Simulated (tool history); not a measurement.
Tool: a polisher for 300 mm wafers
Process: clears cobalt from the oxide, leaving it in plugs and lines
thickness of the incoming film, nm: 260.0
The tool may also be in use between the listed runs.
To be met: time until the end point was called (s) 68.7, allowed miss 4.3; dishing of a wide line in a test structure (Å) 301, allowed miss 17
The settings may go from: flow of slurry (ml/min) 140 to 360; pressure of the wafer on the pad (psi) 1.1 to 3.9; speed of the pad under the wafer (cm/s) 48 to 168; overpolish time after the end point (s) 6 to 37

| run | day | flow of slurry (ml/min) | pressure of the wafer on the pad (psi) | speed of the pad under the wafer (cm/s) | overpolish time after the end point (s) | time until the end point was called (s) | dishing of a wide line in a test structure (Å) |
|---|---|---|---|---|---|---|---|
| 1 | 0 | 230 | 2.5 | 108 | 19 | 44.28 | 511.4 |
| 2 | 0.088 | 230 | 2.3 | 108 | 19 | 47.668 | 499.16 |
| 3 | 0.275 | 230 | 2.3 | 108 | 12 | 46.018 | 402.59 |
| 4 | 0.562 | 230 | 2.2 | 108 | 11 | 47.76 | 385.83 |
| 5 | 0.658 | 230 | 2.2 | 108 | 15 | 49.072 | 458.07 |
| 6 | 0.842 | 230 | 2.2 | 102 | 14 | 49.287 | 420.44 |
| 7 | 0.975 | 230 | 2.1 | 100 | 13 | 55.121 | 385.44 |
| 8 | 1.054 | 230 | 2 | 100 | 12 | 57.411 | 373.74 |
| 9 | 1.404 | 230 | 2 | 100 | 11 | 56.59 | 340.53 |
| 10 | 1.688 | 230 | 1.5 | 98 | 9 | 69.852 | 248.12 |

Which of these 4 next moves meets every target?
| A | 1.971 | 260 | 1.4 | 114 | 6 | ? | ? |
| B | 1.971 | 255 | 1.9 | 96 | 11 | ? | ? |
| C | 1.971 | 235 | 1.7 | 86 | 15 | ? | ? |
| D | 1.971 | 230 | 1.4 | 108 | 11 | ? | ? |

| move | time until the end point was called (s) | dishing of a wide line in a test structure (Å) |
|---|---|---|
| A | 66.567 | 192.13 |
| B | 61.683 | 319.74 |
| C | 74.788 | 345.36 |
| D | 70.59 | 291.85 |
A: further off than the last run
B: takes the result that was furthest off past its target
C: takes the result that was furthest off past its target
D: meets every target
The right move is D.

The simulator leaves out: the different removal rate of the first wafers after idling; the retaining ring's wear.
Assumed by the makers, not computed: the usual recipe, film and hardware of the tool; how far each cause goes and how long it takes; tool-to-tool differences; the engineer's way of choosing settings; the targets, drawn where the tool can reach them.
